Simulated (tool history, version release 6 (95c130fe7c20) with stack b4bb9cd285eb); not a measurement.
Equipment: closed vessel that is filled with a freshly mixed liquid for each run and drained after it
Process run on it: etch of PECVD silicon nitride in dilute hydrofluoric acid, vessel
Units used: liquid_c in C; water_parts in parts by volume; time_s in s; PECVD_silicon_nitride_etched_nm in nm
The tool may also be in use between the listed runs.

run,hour,liquid_c,water_parts,time_s,PECVD_silicon_nitride_etched_nm
1,0,21,50,860,26.06
2,2.7,19.5,50,860,23.622
3,6.6,22,45,860,30.835
4,11.3,22,50,860,27.679
5,18.7,22,50,860,27.83
6,24,24,45,860,35.766
7,28.6,25.5,45,860,39.037
8,36.4,26.5,40,860,47.054
9,40,27,40,860,48.674
10,43.9,27.5,40,860,50.349

For run 11, what comes out?
11,50.2,28,40,860,?

PECVD_silicon_nitride_etched_nm: 51.53 nm
